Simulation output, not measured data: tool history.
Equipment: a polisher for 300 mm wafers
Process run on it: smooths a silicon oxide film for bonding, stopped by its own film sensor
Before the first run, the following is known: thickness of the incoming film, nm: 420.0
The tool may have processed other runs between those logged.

run  hour  flow of slurry (ml/min)  pressure of the wafer on the pad (psi)  speed of the pad under the wafer (m/s)  abrasive content of the slurry  target thickness at which the film sensor stops the polish (Å)  time until the film sensor stopped the polish (s)
  1     0                      165                                     2.5                                    1.02                               1                                                            3180                                             101.54
  2   7.2                      165                                     2.4                                    1.02                               1                                                            3180                                             104.29
  3  12.7                      165                                     2.4                                    1.24                               1                                                            3180                                              90.04
  4  20.5                      165                                     2.8                                    1.24                               1                                                            3180                                              79.75
  5  29.4                      165                                     2.5                                    1.22                               1                                                            3180                                             87.677
  6  37.2                      165                                     2.5                                    1.22                            0.85                                                            3180                                             93.023

Run 7, settings as shown, results not yet in. Your forecast:
  7  37.9                      160                                     1.9                                     1.2                            0.85                                                            3180                                                  ?

Run 7 produced time until the film sensor stopped the polish (s) 127.1.
